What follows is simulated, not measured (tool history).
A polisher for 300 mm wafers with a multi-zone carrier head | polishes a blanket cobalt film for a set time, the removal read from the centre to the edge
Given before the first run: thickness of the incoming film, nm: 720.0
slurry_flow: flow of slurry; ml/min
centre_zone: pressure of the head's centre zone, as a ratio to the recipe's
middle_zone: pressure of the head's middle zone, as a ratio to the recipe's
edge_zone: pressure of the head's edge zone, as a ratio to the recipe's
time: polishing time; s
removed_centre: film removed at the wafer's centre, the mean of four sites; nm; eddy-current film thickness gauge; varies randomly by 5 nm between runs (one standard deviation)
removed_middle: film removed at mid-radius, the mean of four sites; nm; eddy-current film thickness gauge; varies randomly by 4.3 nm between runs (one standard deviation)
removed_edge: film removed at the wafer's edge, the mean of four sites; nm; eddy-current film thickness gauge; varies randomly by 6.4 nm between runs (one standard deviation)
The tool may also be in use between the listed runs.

run	day	slurry_flow	centre_zone	middle_zone	edge_zone	time	removed_centre	removed_middle	removed_edge
1	0.000	130	1.00	1.00	1.00	51	290.14	283.30	286.73
2	0.233	130	1.00	1.00	0.94	51	283.04	284.79	281.44
3	0.367	135	1.02	1.00	0.98	56	320.53	319.60	312.67
4	0.408	135	1.02	1.00	1.06	56	320.44	310.08	316.14
5	0.675	135	1.09	1.00	1.06	56	348.14	309.54	323.69
6	0.792	135	1.10	1.00	1.08	60	372.06	339.20	339.88
7	0.925	135	1.10	1.00	1.08	60	375.22	330.39	360.79
8	1.292	170	1.16	1.09	1.18	69	458.47	418.06	439.72

Run 9, settings as shown, results not yet in. Your forecast:
9	1.629	175	1.17	1.09	1.18	69	?	?	?

{"run 9": {"removed_centre": 479.76, "removed_middle": 428.91, "removed_edge": 425.85}}
